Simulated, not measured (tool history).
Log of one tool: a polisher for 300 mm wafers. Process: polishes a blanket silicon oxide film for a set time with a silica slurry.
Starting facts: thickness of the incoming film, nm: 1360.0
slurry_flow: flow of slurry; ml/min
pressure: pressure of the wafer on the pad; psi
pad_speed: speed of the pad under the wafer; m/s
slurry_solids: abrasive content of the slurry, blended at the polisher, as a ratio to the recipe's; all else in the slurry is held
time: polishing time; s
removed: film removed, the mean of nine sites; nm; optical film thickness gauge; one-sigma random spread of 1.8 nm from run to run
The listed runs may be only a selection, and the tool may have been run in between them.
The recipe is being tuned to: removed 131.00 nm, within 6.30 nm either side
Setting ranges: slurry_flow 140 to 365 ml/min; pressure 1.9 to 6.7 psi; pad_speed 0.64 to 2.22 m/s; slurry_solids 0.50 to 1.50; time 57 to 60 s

run	hour	slurry_flow	pressure	pad_speed	slurry_solids	time	removed
1	0.0	235	4.3	1.42	1.00	57	216.16
2	0.6	235	4.3	1.14	1.00	57	177.33
3	5.7	235	4.0	1.14	1.00	57	167.79
4	6.6	235	3.8	1.14	1.00	57	159.57
5	7.9	235	3.6	1.14	1.00	57	154.30
6	15.7	235	3.6	1.14	1.00	57	151.15
7	24.2	235	3.5	1.14	1.00	57	148.38
8	26.1	235	3.4	1.14	1.00	57	141.56
9	29.9	235	3.3	1.14	1.00	57	141.67

Which one of the following 4 next-run settings gets every result inside its allowed miss? There is exactly one.
A	33.7	255	4.0	1.10	0.85	57	?
B	33.7	225	3.6	1.16	1.05	60	?
C	33.7	270	3.0	1.04	1.15	57	?
D	33.7	225	3.8	1.00	1.00	60	?

move	removed
A	145.74
B	161.90
C	127.36
D	148.16
A: lands further from the targets than the last run did
B: lands further from the targets than the last run did
C: every result within its allowed miss
D: lands further from the targets than the last run did
So the answer is move C, the one that meets all the targets.

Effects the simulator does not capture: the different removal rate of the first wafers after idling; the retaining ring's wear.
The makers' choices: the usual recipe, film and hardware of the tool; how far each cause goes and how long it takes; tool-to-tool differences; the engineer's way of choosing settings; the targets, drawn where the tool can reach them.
